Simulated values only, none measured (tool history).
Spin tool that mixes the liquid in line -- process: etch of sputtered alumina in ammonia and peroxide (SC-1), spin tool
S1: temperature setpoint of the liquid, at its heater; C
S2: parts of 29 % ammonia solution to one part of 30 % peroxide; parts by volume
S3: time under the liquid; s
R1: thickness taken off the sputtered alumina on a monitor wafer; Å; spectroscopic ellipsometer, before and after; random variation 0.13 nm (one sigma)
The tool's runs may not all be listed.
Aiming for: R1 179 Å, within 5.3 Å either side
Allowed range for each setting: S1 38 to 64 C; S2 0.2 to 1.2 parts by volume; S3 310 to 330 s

{"run": 1, "hour": 0.0, "S1": 48, "S2": 0.7, "S3": 310, "R1": 148.83}
{"run": 2, "hour": 6.1, "S1": 48, "S2": 0.7, "S3": 310, "R1": 149.49}
{"run": 3, "hour": 9.6, "S1": 48, "S2": 0.9, "S3": 310, "R1": 152.24}
{"run": 4, "hour": 14.6, "S1": 49, "S2": 0.9, "S3": 310, "R1": 161.14}
{"run": 5, "hour": 20.2, "S1": 49.5, "S2": 0.9, "S3": 310, "R1": 163.67}
{"run": 6, "hour": 24.3, "S1": 44, "S2": 0.9, "S3": 310, "R1": 122.09}
{"run": 7, "hour": 28.6, "S1": 44, "S2": 0.9, "S3": 310, "R1": 121.96}
{"run": 8, "hour": 30.2, "S1": 46, "S2": 0.9, "S3": 310, "R1": 137.15}
{"run": 9, "hour": 38.4, "S1": 47.5, "S2": 0.9, "S3": 310, "R1": 147.39}
{"run": 10, "hour": 42.8, "S1": 48.5, "S2": 0.9, "S3": 310, "R1": 154.11}
{"run": 11, "hour": 43.5, "S1": 49.5, "S2": 0.9, "S3": 310, "R1": 166.49}

Which one of the following 5 next-run settings gets every result inside its allowed miss? There is exactly one.
{"run": "A", "hour": 44.2, "S1": 47.5, "S2": 0.8, "S3": 310, "R1": "?"}
{"run": "B", "hour": 44.2, "S1": 48, "S2": 0.9, "S3": 310, "R1": "?"}
{"run": "C", "hour": 44.2, "S1": 51, "S2": 0.8, "S3": 310, "R1": "?"}
{"run": "D", "hour": 44.2, "S1": 48, "S2": 1.05, "S3": 330, "R1": "?"}
{"run": "E", "hour": 44.2, "S1": 47.5, "S2": 1.2, "S3": 330, "R1": "?"}

move=A R1=146.84
move=B R1=152.69
move=C R1=178.17
move=D R1=164.95
move=E R1=162.46
A: the biggest miss grows against the last run
B: the biggest miss grows against the last run
C: every result within its allowed miss
D: the biggest miss grows against the last run
E: the biggest miss grows against the last run
Go with C: it meets all targets.

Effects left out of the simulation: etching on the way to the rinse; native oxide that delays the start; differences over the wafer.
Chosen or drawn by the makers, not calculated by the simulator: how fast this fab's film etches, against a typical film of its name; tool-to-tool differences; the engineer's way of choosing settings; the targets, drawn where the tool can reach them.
